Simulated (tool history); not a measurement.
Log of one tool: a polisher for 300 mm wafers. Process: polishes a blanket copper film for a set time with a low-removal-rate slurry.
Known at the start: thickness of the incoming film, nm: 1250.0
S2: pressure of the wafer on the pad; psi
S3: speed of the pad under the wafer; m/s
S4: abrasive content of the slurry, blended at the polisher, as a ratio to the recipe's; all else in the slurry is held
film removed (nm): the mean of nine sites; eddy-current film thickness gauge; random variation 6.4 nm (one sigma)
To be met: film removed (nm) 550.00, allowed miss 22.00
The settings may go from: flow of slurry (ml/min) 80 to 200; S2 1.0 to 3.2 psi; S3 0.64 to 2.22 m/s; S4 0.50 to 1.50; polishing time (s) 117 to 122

run 1 hour=0.0 | flow_of_slurry_(ml/min)=130 S2=2.1 S3=1.42 S4=1.00 polishing_time_(s)=117 | film_removed_(nm)=341.90
run 2 hour=3.6 | flow_of_slurry_(ml/min)=130 S2=2.1 S3=1.42 S4=1.00 polishing_time_(s)=122 | film_removed_(nm)=348.47
run 3 hour=12.3 | flow_of_slurry_(ml/min)=130 S2=2.4 S3=1.42 S4=1.00 polishing_time_(s)=122 | film_removed_(nm)=411.73
run 4 hour=19.6 | flow_of_slurry_(ml/min)=130 S2=2.4 S3=1.20 S4=1.00 polishing_time_(s)=122 | film_removed_(nm)=353.72
run 5 hour=20.7 | flow_of_slurry_(ml/min)=135 S2=2.6 S3=1.20 S4=1.00 polishing_time_(s)=122 | film_removed_(nm)=383.80
run 6 hour=28.7 | flow_of_slurry_(ml/min)=135 S2=2.7 S3=1.22 S4=1.00 polishing_time_(s)=122 | film_removed_(nm)=404.10
run 7 hour=29.8 | flow_of_slurry_(ml/min)=155 S2=3.2 S3=1.32 S4=1.00 polishing_time_(s)=122 | film_removed_(nm)=519.93
run 8 hour=30.3 | flow_of_slurry_(ml/min)=155 S2=3.2 S3=1.34 S4=1.00 polishing_time_(s)=122 | film_removed_(nm)=519.71
run 9 hour=32.0 | flow_of_slurry_(ml/min)=155 S2=3.2 S3=1.36 S4=1.00 polishing_time_(s)=122 | film_removed_(nm)=518.62

Which of these 5 next moves meets every target?
run A hour=33.7 | flow_of_slurry_(ml/min)=175 S2=2.7 S3=1.44 S4=1.25 polishing_time_(s)=117 | film_removed_(nm)=?
run B hour=33.7 | flow_of_slurry_(ml/min)=175 S2=3.0 S3=1.40 S4=0.95 polishing_time_(s)=122 | film_removed_(nm)=?
run C hour=33.7 | flow_of_slurry_(ml/min)=165 S2=3.0 S3=1.32 S4=1.00 polishing_time_(s)=117 | film_removed_(nm)=?
run D hour=33.7 | flow_of_slurry_(ml/min)=170 S2=2.9 S3=1.66 S4=1.05 polishing_time_(s)=119 | film_removed_(nm)=?
run E hour=33.7 | flow_of_slurry_(ml/min)=145 S2=3.0 S3=1.34 S4=1.15 polishing_time_(s)=117 | film_removed_(nm)=?

move=A film_removed_(nm)=474.28
move=B film_removed_(nm)=507.79
move=C film_removed_(nm)=466.57
move=D film_removed_(nm)=556.52
move=E film_removed_(nm)=476.58
A: further off than the last run
B: further off than the last run
C: further off than the last run
D: meets every target
E: further off than the last run
Move D is the one to make.
